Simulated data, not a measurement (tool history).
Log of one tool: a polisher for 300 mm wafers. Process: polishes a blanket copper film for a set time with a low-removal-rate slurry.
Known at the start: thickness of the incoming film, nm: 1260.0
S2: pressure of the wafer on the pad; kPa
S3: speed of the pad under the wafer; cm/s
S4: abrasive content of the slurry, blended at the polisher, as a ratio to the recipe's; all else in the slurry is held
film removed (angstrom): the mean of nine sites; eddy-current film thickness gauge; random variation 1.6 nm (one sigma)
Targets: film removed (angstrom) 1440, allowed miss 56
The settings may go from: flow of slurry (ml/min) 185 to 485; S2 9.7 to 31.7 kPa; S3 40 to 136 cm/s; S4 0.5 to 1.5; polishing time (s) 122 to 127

{"run": 1, "day": 0.0, "flow of slurry (ml/min)": 310, "S2": 20.7, "S3": 88, "S4": 1, "polishing time (s)": 122, "film removed (angstrom)": 2761.6}
{"run": 2, "day": 0.283, "flow of slurry (ml/min)": 310, "S2": 20.7, "S3": 100, "S4": 1, "polishing time (s)": 122, "film removed (angstrom)": 3154.9}
{"run": 3, "day": 0.45, "flow of slurry (ml/min)": 310, "S2": 20.7, "S3": 100, "S4": 0.85, "polishing time (s)": 122, "film removed (angstrom)": 2963.3}
{"run": 4, "day": 0.546, "flow of slurry (ml/min)": 310, "S2": 20.7, "S3": 100, "S4": 0.95, "polishing time (s)": 122, "film removed (angstrom)": 3075.4}
{"run": 5, "day": 0.908, "flow of slurry (ml/min)": 310, "S2": 20.7, "S3": 100, "S4": 0.8, "polishing time (s)": 122, "film removed (angstrom)": 2864.7}
{"run": 6, "day": 1.033, "flow of slurry (ml/min)": 310, "S2": 20.7, "S3": 100, "S4": 0.8, "polishing time (s)": 122, "film removed (angstrom)": 2871.8}
{"run": 7, "day": 1.383, "flow of slurry (ml/min)": 310, "S2": 17.9, "S3": 96, "S4": 0.8, "polishing time (s)": 122, "film removed (angstrom)": 2548.8}
{"run": 8, "day": 1.671, "flow of slurry (ml/min)": 310, "S2": 15.9, "S3": 88, "S4": 0.8, "polishing time (s)": 122, "film removed (angstrom)": 2214.4}
{"run": 9, "day": 1.783, "flow of slurry (ml/min)": 310, "S2": 14.5, "S3": 82, "S4": 0.8, "polishing time (s)": 122, "film removed (angstrom)": 2025.4}
{"run": 10, "day": 1.821, "flow of slurry (ml/min)": 310, "S2": 13.1, "S3": 76, "S4": 0.8, "polishing time (s)": 122, "film removed (angstrom)": 1778.3}
{"run": 11, "day": 2.021, "flow of slurry (ml/min)": 310, "S2": 12.4, "S3": 74, "S4": 0.8, "polishing time (s)": 122, "film removed (angstrom)": 1762.8}
{"run": 12, "day": 2.142, "flow of slurry (ml/min)": 310, "S2": 11.7, "S3": 70, "S4": 0.8, "polishing time (s)": 122, "film removed (angstrom)": 1574.2}

Which of these 5 next moves meets every target?
{"run": "A", "day": 2.262, "flow of slurry (ml/min)": 315, "S2": 9.7, "S3": 64, "S4": 0.8, "polishing time (s)": 127, "film removed (angstrom)": "?"}
{"run": "B", "day": 2.262, "flow of slurry (ml/min)": 335, "S2": 11.7, "S3": 72, "S4": 0.85, "polishing time (s)": 124, "film removed (angstrom)": "?"}
{"run": "C", "day": 2.262, "flow of slurry (ml/min)": 295, "S2": 9.7, "S3": 56, "S4": 0.85, "polishing time (s)": 123, "film removed (angstrom)": "?"}
{"run": "D", "day": 2.262, "flow of slurry (ml/min)": 325, "S2": 12.4, "S3": 76, "S4": 0.75, "polishing time (s)": 127, "film removed (angstrom)": "?"}
{"run": "E", "day": 2.262, "flow of slurry (ml/min)": 280, "S2": 14.5, "S3": 66, "S4": 0.85, "polishing time (s)": 122, "film removed (angstrom)": "?"}

move=A film_removed_(angstrom)=1426.7
move=B film_removed_(angstrom)=1704.1
move=C film_removed_(angstrom)=1269.5
move=D film_removed_(angstrom)=1787.6
move=E film_removed_(angstrom)=1715.9
A: meets every target
B: further off than the last run
C: takes the result that was furthest off past its target
D: further off than the last run
E: further off than the last run
Answer: A
